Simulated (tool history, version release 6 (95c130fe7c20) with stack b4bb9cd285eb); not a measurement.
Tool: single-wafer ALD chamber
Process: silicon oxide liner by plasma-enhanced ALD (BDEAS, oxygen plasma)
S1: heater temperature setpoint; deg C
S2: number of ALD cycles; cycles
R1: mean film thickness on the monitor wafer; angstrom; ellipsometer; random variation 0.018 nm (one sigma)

run    day   S1  S2      R1
  1  0.000  315  74  68.102
  2  0.250  315  80  73.489
  3  0.571  319  80  73.587
  4  0.912  319  74  67.624
  5  1.242  319  70  63.905
  6  1.304  319  78  70.783
  7  1.562  320  73  66.241

The next listed run, before its measurement:
  8  1.775  321  70   ?

Run 8 gave R1 63.154 angstrom.

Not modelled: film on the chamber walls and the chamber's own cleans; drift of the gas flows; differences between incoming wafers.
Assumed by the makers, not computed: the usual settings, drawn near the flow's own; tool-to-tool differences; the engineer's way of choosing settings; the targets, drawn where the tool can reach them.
